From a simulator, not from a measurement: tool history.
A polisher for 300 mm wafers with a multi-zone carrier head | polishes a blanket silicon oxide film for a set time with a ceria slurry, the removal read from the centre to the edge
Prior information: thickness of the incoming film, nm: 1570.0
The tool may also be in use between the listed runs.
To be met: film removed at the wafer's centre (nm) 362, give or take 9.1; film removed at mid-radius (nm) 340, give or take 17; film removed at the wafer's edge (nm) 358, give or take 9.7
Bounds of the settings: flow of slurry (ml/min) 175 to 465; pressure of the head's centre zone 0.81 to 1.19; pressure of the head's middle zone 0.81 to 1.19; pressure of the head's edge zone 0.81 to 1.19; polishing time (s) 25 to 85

run	hour	flow of slurry (ml/min)	pressure of the head's centre zone	pressure of the head's middle zone	pressure of the head's edge zone	polishing time (s)	film removed at the wafer's centre (nm)	film removed at mid-radius (nm)	film removed at the wafer's edge (nm)
1	0	295	1	1	1	55	254.29	257.69	248.08
2	7.5	295	1	1	1	68	309.67	316.61	308.23
3	16	305	1.02	1	1.04	69	325.24	326.23	317.8
4	22.8	310	1.02	0.99	1.06	70	331.19	329.36	328
5	31	320	1.03	0.99	1.08	70	335.7	331.88	327.88
6	37.6	320	1.03	1.04	1.08	70	333	337.48	326.88
7	38.2	320	1.03	1.02	1.1	71	337.12	343.8	337.23
8	44	320	1.03	1.02	1.1	71	342.71	327.95	337.71
9	48.9	325	1.03	1.02	1.11	71	340.77	334.79	346.06
10	55.2	335	1.04	1.02	1.12	71	343.36	340.52	340
11	58.2	330	1.05	1.01	1.13	71	350.06	336.52	339.09
12	61.1	330	1.05	1.01	1.13	71	343.47	333.84	345.01
13	70	335	1.06	1.01	1.14	71	346.5	333.35	345.08

Pick the move, out of 5, that brings all results within their allowed miss; only one does.
A	78.9	415	1.01	1.01	1.08	69	?	?	?
B	78.9	375	1.17	1.03	1.09	70	?	?	?
C	78.9	305	1	1.08	1.12	75	?	?	?
D	78.9	280	1.04	0.95	1.07	77	?	?	?
E	78.9	430	1.09	0.95	1.19	68	?	?	?

move	film removed at the wafer's centre (nm)	film removed at mid-radius (nm)	film removed at the wafer's edge (nm)
A	332.54	338.92	330.19
B	384.69	346.56	334.47
C	348.25	379.68	358.1
D	367.17	347.45	357.52
E	353.06	318.18	342.94
A: further off than the last run
B: carries the result that was furthest off beyond its target, to the other side
C: further off than the last run
D: all results land within tolerance of their targets
E: the furthest-off result lands on target, but another misses its tolerance
Correct choice: D, which meets every target
